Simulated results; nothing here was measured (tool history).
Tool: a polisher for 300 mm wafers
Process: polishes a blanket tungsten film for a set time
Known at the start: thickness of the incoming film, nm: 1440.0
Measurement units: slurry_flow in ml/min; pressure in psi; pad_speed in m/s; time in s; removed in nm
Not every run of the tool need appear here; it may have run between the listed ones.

run	hour	slurry_flow	pressure	pad_speed	slurry_solids	time	removed
1	0.0	175	3.3	1.10	1.00	90	363.49
2	6.9	175	3.0	1.08	1.00	90	321.40
3	7.6	175	3.0	1.08	1.20	90	337.16
4	15.2	190	3.0	1.08	1.20	90	338.45
5	16.7	190	2.7	1.06	1.20	90	300.49
6	22.3	190	2.7	1.06	1.05	90	291.57
7	27.1	190	2.5	1.06	1.05	90	275.08
8	28.3	190	2.3	1.06	1.05	90	251.26
9	33.3	190	2.2	1.06	1.05	90	237.95
10	38.2	190	2.2	1.06	1.05	90	245.05
11	47.1	190	2.1	1.06	1.05	90	235.13
12	53.8	190	2.0	1.06	1.05	90	220.88
13	60.3	185	2.0	1.06	1.05	90	222.24
14	66.9	185	1.5	1.04	1.05	90	163.54

For run 15, what comes out?
15	71.2	195	1.5	1.04	1.05	90	?

removed: 168.35 nm
